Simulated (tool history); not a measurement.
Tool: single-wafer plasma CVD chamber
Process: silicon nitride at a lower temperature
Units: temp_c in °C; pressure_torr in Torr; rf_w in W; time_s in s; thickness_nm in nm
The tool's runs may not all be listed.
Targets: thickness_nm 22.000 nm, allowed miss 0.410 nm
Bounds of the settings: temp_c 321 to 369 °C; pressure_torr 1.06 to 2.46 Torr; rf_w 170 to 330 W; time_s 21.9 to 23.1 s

run 1 hour=0.0 | temp_c=345 pressure_torr=1.76 rf_w=250 time_s=23.1 | thickness_nm=25.674
run 2 hour=3.7 | temp_c=345 pressure_torr=1.63 rf_w=245 time_s=23.1 | thickness_nm=24.605
run 3 hour=12.3 | temp_c=345 pressure_torr=1.63 rf_w=275 time_s=23.1 | thickness_nm=26.370
run 4 hour=17.2 | temp_c=345 pressure_torr=1.63 rf_w=300 time_s=23.1 | thickness_nm=28.508
run 5 hour=19.7 | temp_c=350 pressure_torr=1.63 rf_w=300 time_s=23.1 | thickness_nm=28.417
run 6 hour=26.0 | temp_c=350 pressure_torr=1.63 rf_w=320 time_s=23.1 | thickness_nm=29.924
run 7 hour=32.8 | temp_c=350 pressure_torr=1.52 rf_w=300 time_s=23.0 | thickness_nm=27.861
run 8 hour=39.5 | temp_c=350 pressure_torr=1.44 rf_w=285 time_s=22.9 | thickness_nm=26.068
run 9 hour=41.5 | temp_c=350 pressure_torr=1.36 rf_w=275 time_s=22.8 | thickness_nm=25.256

4 next moves are on the table. One of them brings every result within its allowed miss. Which?
run A hour=43.5 | temp_c=350 pressure_torr=1.27 rf_w=245 time_s=22.2 | thickness_nm=?
run B hour=43.5 | temp_c=345 pressure_torr=1.10 rf_w=280 time_s=22.5 | thickness_nm=?
run C hour=43.5 | temp_c=358 pressure_torr=1.44 rf_w=260 time_s=22.7 | thickness_nm=?
run D hour=43.5 | temp_c=358 pressure_torr=1.21 rf_w=275 time_s=22.5 | thickness_nm=?

move=A thickness_nm=21.897
move=B thickness_nm=23.585
move=C thickness_nm=24.114
move=D thickness_nm=23.769
A: meets every target
B: nearer than the last run, and not there yet
C: nearer than the last run, and not there yet
D: nearer than the last run, and not there yet
Answer: A

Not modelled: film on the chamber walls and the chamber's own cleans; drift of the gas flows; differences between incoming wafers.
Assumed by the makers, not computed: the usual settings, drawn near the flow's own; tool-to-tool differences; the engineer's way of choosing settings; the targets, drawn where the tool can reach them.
